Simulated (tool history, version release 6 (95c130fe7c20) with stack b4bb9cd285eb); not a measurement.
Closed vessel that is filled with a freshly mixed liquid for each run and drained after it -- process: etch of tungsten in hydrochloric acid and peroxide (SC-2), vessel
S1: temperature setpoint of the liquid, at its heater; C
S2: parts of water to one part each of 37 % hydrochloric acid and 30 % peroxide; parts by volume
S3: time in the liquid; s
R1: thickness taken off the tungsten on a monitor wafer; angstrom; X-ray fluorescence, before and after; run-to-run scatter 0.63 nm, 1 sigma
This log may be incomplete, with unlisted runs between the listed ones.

{"run": 1, "hour": 0.0, "S1": 63.0, "S2": 7.5, "S3": 105, "R1": 662.73}
{"run": 2, "hour": 0.8, "S1": 63.0, "S2": 7.5, "S3": 115, "R1": 728.78}
{"run": 3, "hour": 6.6, "S1": 63.0, "S2": 7.5, "S3": 115, "R1": 725.75}
{"run": 4, "hour": 12.3, "S1": 58.0, "S2": 7.5, "S3": 115, "R1": 526.5}
{"run": 5, "hour": 20.1, "S1": 60.5, "S2": 7.5, "S3": 115, "R1": 624.73}
{"run": 6, "hour": 22.4, "S1": 60.5, "S2": 9.0, "S3": 115, "R1": 539.19}
{"run": 7, "hour": 25.3, "S1": 63.0, "S2": 9.0, "S3": 115, "R1": 637.92}
{"run": 8, "hour": 26.1, "S1": 64.5, "S2": 9.0, "S3": 115, "R1": 686.67}
{"hour": 30.3, "done": "thermometer replaced"}
{"run": 9, "hour": 30.3, "S1": 64.5, "S2": 9.0, "S3": 115, "R1": 803.35}

Expected results for the next run?
{"run": 10, "hour": 34.9, "S1": 65.0, "S2": 9.0, "S3": 115, "R1": "?"}

Logged for run 10: R1 811.88 angstrom.

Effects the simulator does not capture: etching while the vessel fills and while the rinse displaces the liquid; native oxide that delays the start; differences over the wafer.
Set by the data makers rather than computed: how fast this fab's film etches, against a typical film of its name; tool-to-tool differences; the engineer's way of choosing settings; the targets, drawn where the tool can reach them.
